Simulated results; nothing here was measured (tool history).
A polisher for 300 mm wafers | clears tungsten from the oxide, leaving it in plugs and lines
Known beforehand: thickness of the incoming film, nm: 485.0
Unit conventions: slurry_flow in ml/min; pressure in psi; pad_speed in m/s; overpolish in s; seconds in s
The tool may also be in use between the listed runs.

| run | hour | slurry_flow | pressure | pad_speed | slurry_solids | overpolish | seconds |
|---|---|---|---|---|---|---|---|
| 1 | 0.0 | 290 | 4.1 | 0.90 | 1.0 | 6 | 83.051 |
| 2 | 2.4 | 290 | 4.1 | 0.98 | 1.0 | 6 | 78.017 |
| 3 | 9.3 | 290 | 4.6 | 0.98 | 1.0 | 6 | 73.673 |
| 4 | 11.4 | 290 | 4.6 | 0.98 | 1.0 | 6 | 72.511 |
| 5 | 16.6 | 290 | 4.6 | 1.20 | 1.0 | 6 | 60.544 |
| 6 | 17.9 | 345 | 4.6 | 1.20 | 1.0 | 6 | 60.103 |

Forecast run 7:
| 7 | 24.7 | 345 | 4.8 | 1.20 | 1.0 | 6 | ? |

Logged for run 7: seconds 57.857 s.
